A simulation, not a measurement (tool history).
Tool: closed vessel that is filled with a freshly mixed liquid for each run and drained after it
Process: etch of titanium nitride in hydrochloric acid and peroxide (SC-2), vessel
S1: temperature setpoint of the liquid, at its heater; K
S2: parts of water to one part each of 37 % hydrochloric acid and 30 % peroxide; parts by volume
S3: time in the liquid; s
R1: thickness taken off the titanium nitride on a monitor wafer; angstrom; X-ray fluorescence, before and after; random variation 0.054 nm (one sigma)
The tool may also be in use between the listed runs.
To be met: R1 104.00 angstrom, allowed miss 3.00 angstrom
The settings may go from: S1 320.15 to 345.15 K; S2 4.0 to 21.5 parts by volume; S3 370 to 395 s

Run 1, hour 0.0: S1 336.15 K, S2 12.0 parts by volume, S3 370 s. Result: R1 136.20 angstrom.
Run 2, hour 1.8: S1 335.15 K, S2 12.0 parts by volume, S3 370 s. Result: R1 127.72 angstrom.
Run 3, hour 4.1: S1 335.15 K, S2 12.0 parts by volume, S3 370 s. Result: R1 127.23 angstrom.
Run 4, hour 6.4: S1 341.65 K, S2 12.0 parts by volume, S3 370 s. Result: R1 189.92 angstrom.
Run 5, hour 14.0: S1 339.65 K, S2 12.0 parts by volume, S3 370 s. Result: R1 168.56 angstrom.
Run 6, hour 22.1: S1 338.15 K, S2 12.0 parts by volume, S3 370 s. Result: R1 153.06 angstrom.
Run 7, hour 25.5: S1 336.65 K, S2 12.0 parts by volume, S3 370 s. Result: R1 138.59 angstrom.
Run 8, hour 29.6: S1 335.65 K, S2 12.0 parts by volume, S3 370 s. Result: R1 130.61 angstrom.
Run 9, hour 31.1: S1 334.65 K, S2 12.0 parts by volume, S3 370 s. Result: R1 122.67 angstrom.
Run 10, hour 36.9: S1 334.15 K, S2 12.0 parts by volume, S3 370 s. Result: R1 119.65 angstrom.
Run 11, hour 38.9: S1 333.65 K, S2 12.0 parts by volume, S3 370 s. Result: R1 115.44 angstrom.
Run 12, hour 45.2: S1 333.15 K, S2 12.0 parts by volume, S3 370 s. Result: R1 111.99 angstrom.
Run 13, hour 52.4: S1 332.65 K, S2 12.0 parts by volume, S3 370 s. Result: R1 109.30 angstrom.

4 next moves are on the table. One of them brings every result within its allowed miss. Which?
Run A, hour 59.6: S1 333.15 K, S2 12.0 parts by volume, S3 380 s. Result: R1 ?.
Run B, hour 59.6: S1 334.65 K, S2 12.5 parts by volume, S3 375 s. Result: R1 ?.
Run C, hour 59.6: S1 330.15 K, S2 11.5 parts by volume, S3 395 s. Result: R1 ?.
Run D, hour 59.6: S1 332.15 K, S2 11.0 parts by volume, S3 370 s. Result: R1 ?.

move      R1
   A  114.55
   B  119.86
   C  102.12
   D  112.79
A: further off than the last run
B: further off than the last run
C: meets every target
D: further off than the last run
Answer: C
